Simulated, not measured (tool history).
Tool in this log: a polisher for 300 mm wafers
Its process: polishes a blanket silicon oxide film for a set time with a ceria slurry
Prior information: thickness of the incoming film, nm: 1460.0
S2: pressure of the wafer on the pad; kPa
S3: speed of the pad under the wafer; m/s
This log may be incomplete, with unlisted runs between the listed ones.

run 1 day=0.000 | flow_of_slurry_(ml/min)=290 S2=20.7 S3=1.04 polishing_time_(s)=33 | film_removed_(nm)=121.41
run 2 day=0.250 | flow_of_slurry_(ml/min)=230 S2=20.7 S3=1.04 polishing_time_(s)=33 | film_removed_(nm)=115.27
run 3 day=0.342 | flow_of_slurry_(ml/min)=250 S2=22.8 S3=1.04 polishing_time_(s)=33 | film_removed_(nm)=130.59
run 4 day=0.692 | flow_of_slurry_(ml/min)=265 S2=24.1 S3=1.04 polishing_time_(s)=33 | film_removed_(nm)=139.58
run 5 day=0.938 | flow_of_slurry_(ml/min)=265 S2=24.1 S3=0.82 polishing_time_(s)=33 | film_removed_(nm)=109.84
run 6 day=1.046 | flow_of_slurry_(ml/min)=275 S2=26.2 S3=0.84 polishing_time_(s)=33 | film_removed_(nm)=120.78
run 7 day=1.167 | flow_of_slurry_(ml/min)=280 S2=27.6 S3=0.88 polishing_time_(s)=33 | film_removed_(nm)=135.96
run 8 day=1.208 | flow_of_slurry_(ml/min)=285 S2=28.3 S3=0.90 polishing_time_(s)=33 | film_removed_(nm)=146.56
run 9 day=1.500 | flow_of_slurry_(ml/min)=285 S2=28.3 S3=0.90 polishing_time_(s)=33 | film_removed_(nm)=140.99
run 10 day=1.562 | flow_of_slurry_(ml/min)=285 S2=29.0 S3=0.92 polishing_time_(s)=33 | film_removed_(nm)=150.11
run 11 day=1.908 | flow_of_slurry_(ml/min)=285 S2=29.6 S3=0.92 polishing_time_(s)=33 | film_removed_(nm)=151.59
run 12 day=2.258 | flow_of_slurry_(ml/min)=290 S2=30.3 S3=0.94 polishing_time_(s)=33 | film_removed_(nm)=160.71

What will run 13 give?
run 13 day=2.379 | flow_of_slurry_(ml/min)=295 S2=31.0 S3=0.96 polishing_time_(s)=33 | film_removed_(nm)=?

{"run 13": {"film removed (nm)": 162.78}}

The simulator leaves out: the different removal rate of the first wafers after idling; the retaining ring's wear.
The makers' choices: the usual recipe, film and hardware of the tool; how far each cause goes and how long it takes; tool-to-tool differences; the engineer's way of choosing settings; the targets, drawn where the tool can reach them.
